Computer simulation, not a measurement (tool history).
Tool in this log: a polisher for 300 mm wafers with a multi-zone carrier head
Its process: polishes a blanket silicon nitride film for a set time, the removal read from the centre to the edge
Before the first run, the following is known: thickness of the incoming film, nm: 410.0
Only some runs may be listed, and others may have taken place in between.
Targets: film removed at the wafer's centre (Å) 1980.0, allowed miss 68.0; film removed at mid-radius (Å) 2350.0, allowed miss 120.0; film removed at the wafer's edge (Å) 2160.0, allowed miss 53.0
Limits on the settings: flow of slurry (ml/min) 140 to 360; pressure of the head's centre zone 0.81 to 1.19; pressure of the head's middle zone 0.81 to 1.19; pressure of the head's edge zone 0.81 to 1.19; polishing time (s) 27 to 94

run,hour,flow of slurry (ml/min),pressure of the head's centre zone,pressure of the head's middle zone,pressure of the head's edge zone,polishing time (s),film removed at the wafer's centre (Å),film removed at mid-radius (Å),film removed at the wafer's edge (Å)
1,0.0,230,1.00,1.00,1.00,60,1608.7,1545.6,1624.7
2,5.1,245,0.99,1.06,1.03,64,1727.1,1805.7,1770.5
3,13.4,245,0.92,1.06,1.03,64,1601.2,1787.8,1770.6
4,21.8,245,0.92,1.02,1.03,64,1583.3,1741.2,1771.9
# hour 26.4: worn pad replaced by a new one
5,26.4,260,0.94,1.06,1.07,67,1855.0,1969.3,2016.2
6,29.2,210,0.94,1.06,1.07,67,1759.3,1961.6,1980.5
7,33.5,210,0.95,1.10,1.09,67,1807.3,1977.5,1986.6
8,37.9,230,0.94,1.13,1.09,68,1814.1,2080.0,2020.5
9,41.8,240,0.94,1.15,1.09,69,1841.2,2133.9,2068.8
10,44.5,235,0.95,1.16,1.08,70,1894.4,2153.0,2067.9

Next run, 4 choices. One meets every target within its allowed miss, the rest don't. Which?
A,47.2,275,0.96,1.19,1.11,70,?,?,?
B,47.2,230,0.99,1.05,1.09,66,?,?,?
C,47.2,240,0.87,1.16,1.05,74,?,?,?
D,47.2,275,0.85,1.19,0.94,73,?,?,?

move,film removed at the wafer's centre (Å),film removed at mid-radius (Å),film removed at the wafer's edge (Å)
A,1979.7,2344.1,2131.5
B,1879.2,1943.7,1963.8
C,1862.0,2387.9,2166.6
D,1826.0,2446.6,2049.6
A: in spec on every target
B: further off than the last run
C: meets the target for the result that was furthest off, but another lies outside its allowed miss
D: further off than the last run
Answer: A
